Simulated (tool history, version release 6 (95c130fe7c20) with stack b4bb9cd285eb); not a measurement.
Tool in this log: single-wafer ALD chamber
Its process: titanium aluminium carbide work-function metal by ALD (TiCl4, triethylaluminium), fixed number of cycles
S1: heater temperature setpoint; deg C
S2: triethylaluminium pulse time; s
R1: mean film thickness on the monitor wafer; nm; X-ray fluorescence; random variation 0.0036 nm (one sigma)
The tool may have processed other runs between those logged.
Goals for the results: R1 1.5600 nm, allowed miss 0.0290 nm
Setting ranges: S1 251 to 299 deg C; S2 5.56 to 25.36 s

{"run": 1, "hour": 0.0, "S1": 275, "S2": 15.46, "R1": 1.769}
{"run": 2, "hour": 6.5, "S1": 268, "S2": 14.15, "R1": 1.7153}
{"run": 3, "hour": 15.5, "S1": 278, "S2": 14.15, "R1": 1.7921}
{"run": 4, "hour": 24.1, "S1": 278, "S2": 15.82, "R1": 1.7911}
{"run": 5, "hour": 26.4, "S1": 278, "S2": 19.04, "R1": 1.8008}
{"run": 6, "hour": 26.9, "S1": 278, "S2": 21.04, "R1": 1.8105}
{"run": 7, "hour": 31.0, "S1": 271, "S2": 17.44, "R1": 1.7442}
{"run": 8, "hour": 34.2, "S1": 266, "S2": 14.38, "R1": 1.7009}
{"run": 9, "hour": 37.5, "S1": 262, "S2": 11.97, "R1": 1.6633}
{"run": 10, "hour": 43.4, "S1": 259, "S2": 10.22, "R1": 1.6182}
{"run": 11, "hour": 47.2, "S1": 257, "S2": 9.97, "R1": 1.5968}
{"run": 12, "hour": 49.9, "S1": 256, "S2": 9.83, "R1": 1.5948}

5 next moves are on the table. One of them brings every result within its allowed miss. Which?
{"run": "A", "hour": 52.6, "S1": 271, "S2": 8.73, "R1": "?"}
{"run": "B", "hour": 52.6, "S1": 261, "S2": 6.75, "R1": "?"}
{"run": "C", "hour": 52.6, "S1": 264, "S2": 7.83, "R1": "?"}
{"run": "D", "hour": 52.6, "S1": 255, "S2": 14.9, "R1": "?"}
{"run": "E", "hour": 52.6, "S1": 262, "S2": 12.78, "R1": "?"}

move=A R1=1.6816
move=B R1=1.5517
move=C R1=1.6093
move=D R1=1.6254
move=E R1=1.6671
A: its largest miss is bigger than the last run's
B: all results land within tolerance of their targets
C: its largest miss is bigger than the last run's
D: its largest miss is bigger than the last run's
E: its largest miss is bigger than the last run's
Answer: B
